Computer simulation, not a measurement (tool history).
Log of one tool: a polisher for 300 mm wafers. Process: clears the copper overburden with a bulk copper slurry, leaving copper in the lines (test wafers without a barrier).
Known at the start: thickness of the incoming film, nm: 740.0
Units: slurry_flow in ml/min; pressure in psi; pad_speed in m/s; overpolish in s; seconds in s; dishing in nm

run 1 hour=0.0 | slurry_flow=245 pressure=2.7 pad_speed=1.26 slurry_solids=1.0 overpolish=16 | seconds=67.134 dishing=104.780
run 2 hour=3.5 | slurry_flow=245 pressure=2.2 pad_speed=1.14 slurry_solids=1.0 overpolish=19 | seconds=87.775 dishing=88.658
run 3 hour=9.3 | slurry_flow=245 pressure=2.2 pad_speed=1.28 slurry_solids=1.0 overpolish=19 | seconds=77.386 dishing=98.615
run 4 hour=13.6 | slurry_flow=245 pressure=2.2 pad_speed=1.28 slurry_solids=1.2 overpolish=19 | seconds=75.536 dishing=100.710
run 5 hour=21.8 | slurry_flow=245 pressure=1.9 pad_speed=1.12 slurry_solids=1.2 overpolish=23 | seconds=102.870 dishing=95.445
run 6 hour=25.7 | slurry_flow=245 pressure=2.5 pad_speed=1.12 slurry_solids=1.2 overpolish=23 | seconds=77.232 dishing=114.590

The next listed run, before its measurement:
run 7 hour=28.6 | slurry_flow=245 pressure=2.1 pad_speed=1.06 slurry_solids=1.2 overpolish=25 | seconds=? dishing=?

Run 7 gave seconds 93.600 s, dishing 99.590 nm.
